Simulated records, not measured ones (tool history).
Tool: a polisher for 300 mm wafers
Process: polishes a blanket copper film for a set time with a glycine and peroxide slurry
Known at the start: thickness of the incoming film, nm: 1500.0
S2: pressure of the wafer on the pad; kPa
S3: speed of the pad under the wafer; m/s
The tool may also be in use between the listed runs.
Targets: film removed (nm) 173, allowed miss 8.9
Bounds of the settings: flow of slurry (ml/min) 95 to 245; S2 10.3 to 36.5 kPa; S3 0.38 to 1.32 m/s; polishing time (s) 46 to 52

{"run": 1, "hour": 0.0, "flow of slurry (ml/min)": 155, "S2": 23.4, "S3": 0.84, "polishing time (s)": 52, "film removed (nm)": 256.63}
{"run": 2, "hour": 1.1, "flow of slurry (ml/min)": 155, "S2": 23.4, "S3": 0.72, "polishing time (s)": 52, "film removed (nm)": 224.32}
{"run": 3, "hour": 9.0, "flow of slurry (ml/min)": 155, "S2": 21.4, "S3": 0.72, "polishing time (s)": 52, "film removed (nm)": 207.6}
{"run": 4, "hour": 17.6, "flow of slurry (ml/min)": 155, "S2": 20, "S3": 0.72, "polishing time (s)": 52, "film removed (nm)": 192.66}
{"run": 5, "hour": 25.6, "flow of slurry (ml/min)": 155, "S2": 19.3, "S3": 0.72, "polishing time (s)": 52, "film removed (nm)": 188.21}
{"run": 6, "hour": 30.1, "flow of slurry (ml/min)": 180, "S2": 19.3, "S3": 0.72, "polishing time (s)": 52, "film removed (nm)": 193.73}
{"run": 7, "hour": 37.6, "flow of slurry (ml/min)": 180, "S2": 18.6, "S3": 0.72, "polishing time (s)": 52, "film removed (nm)": 188.76}
{"run": 8, "hour": 44.0, "flow of slurry (ml/min)": 180, "S2": 17.9, "S3": 0.72, "polishing time (s)": 52, "film removed (nm)": 185.19}

4 next moves are on the table. One of them brings every result within its allowed miss. Which?
{"run": "A", "hour": 50.4, "flow of slurry (ml/min)": 160, "S2": 17.2, "S3": 0.7, "polishing time (s)": 52, "film removed (nm)": "?"}
{"run": "B", "hour": 50.4, "flow of slurry (ml/min)": 180, "S2": 15.9, "S3": 0.72, "polishing time (s)": 48, "film removed (nm)": "?"}
{"run": "C", "hour": 50.4, "flow of slurry (ml/min)": 185, "S2": 20, "S3": 0.76, "polishing time (s)": 50, "film removed (nm)": "?"}
{"run": "D", "hour": 50.4, "flow of slurry (ml/min)": 165, "S2": 19.3, "S3": 0.72, "polishing time (s)": 52, "film removed (nm)": "?"}

move=A film_removed_(nm)=171.58
move=B film_removed_(nm)=154.77
move=C film_removed_(nm)=200.86
move=D film_removed_(nm)=191.84
A: meets every target
B: takes the result that was furthest off past its target
C: further off than the last run
D: further off than the last run
Move A is the one to make.
